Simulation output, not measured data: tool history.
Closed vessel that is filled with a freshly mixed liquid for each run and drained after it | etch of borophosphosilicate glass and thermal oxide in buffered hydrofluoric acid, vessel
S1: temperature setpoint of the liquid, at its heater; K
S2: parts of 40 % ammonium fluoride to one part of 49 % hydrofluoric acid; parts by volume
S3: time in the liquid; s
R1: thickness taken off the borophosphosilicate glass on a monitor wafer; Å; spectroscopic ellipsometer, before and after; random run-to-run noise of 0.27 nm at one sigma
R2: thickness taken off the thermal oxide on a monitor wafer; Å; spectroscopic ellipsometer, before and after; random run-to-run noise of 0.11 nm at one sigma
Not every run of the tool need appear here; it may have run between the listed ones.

| run | day | S1 | S2 | S3 | R1 | R2 |
|---|---|---|---|---|---|---|
| 1 | 0 | 294.15 | 22.5 | 60 | 593.14 | 298.69 |
| 2 | 0.262 | 294.15 | 22.5 | 75 | 745.23 | 376.62 |
| 3 | 0.438 | 296.65 | 22.5 | 75 | 855.64 | 432.14 |
| 4 | 0.775 | 295.15 | 22.5 | 75 | 789.86 | 393.68 |
| 5 | 1.088 | 295.15 | 22.5 | 65 | 676.46 | 348.14 |
| 6 | 1.258 | 293.65 | 25 | 55 | 483.77 | 244.99 |

Forecast run 7:
| 7 | 1.462 | 292.65 | 26.5 | 50 | ? | ? |

{"run 7": {"R1": 408.88, "R2": 207.48}}

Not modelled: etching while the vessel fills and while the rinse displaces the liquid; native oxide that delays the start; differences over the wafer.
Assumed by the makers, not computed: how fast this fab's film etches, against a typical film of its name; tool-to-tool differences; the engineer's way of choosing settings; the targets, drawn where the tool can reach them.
